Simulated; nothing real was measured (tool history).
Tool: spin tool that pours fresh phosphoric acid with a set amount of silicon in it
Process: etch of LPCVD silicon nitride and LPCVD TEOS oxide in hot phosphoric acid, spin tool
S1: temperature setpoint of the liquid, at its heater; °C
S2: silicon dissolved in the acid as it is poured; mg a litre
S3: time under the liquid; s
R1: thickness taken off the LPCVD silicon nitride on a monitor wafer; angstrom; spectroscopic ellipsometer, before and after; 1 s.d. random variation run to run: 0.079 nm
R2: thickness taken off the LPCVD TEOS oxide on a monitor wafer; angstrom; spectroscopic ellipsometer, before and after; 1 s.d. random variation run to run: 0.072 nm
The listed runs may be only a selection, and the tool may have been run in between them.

run    day     S1    S2   S3       R1       R2
  1  0.000  163.0  12.0  180  141.660  6.64700
  2  0.204  163.0  12.0  140  110.730  5.17870
  3  0.321  163.0  12.0   75   59.142  2.70240
  4  0.462  163.5  11.5   95   75.895  4.11120
  5  0.583  163.5  11.5   25   20.015  1.05290
  6  0.754  163.5  18.0   25   20.008  0.77859
  7  1.129  163.0  16.0   40   31.442  1.39210
  8  1.354  163.0  16.0   40   31.344  1.40960
  9  1.467  162.5  15.0   50   38.589  1.71490
 10  1.804  162.0  13.5   60   45.866  1.97140
 11  1.946  161.5  12.0   70   51.967  2.38010
 12  2.304  161.5  12.0   70   52.410  2.20020
 13  2.662  161.5  10.5   85   63.676  3.07680
 14  2.717  161.0   9.5   95   69.514  3.16190
 15  3.092  161.0   8.5  105   77.158  3.82730
 16  3.329  161.0   7.5  115   84.270  4.02960
 17  3.608  161.0   6.5  125   91.935  4.07510

The next listed run, before its measurement:
 18  3.883  161.5  5.5  140   ?   ?

R1: 104.110 angstrom
R2: 5.20820 angstrom
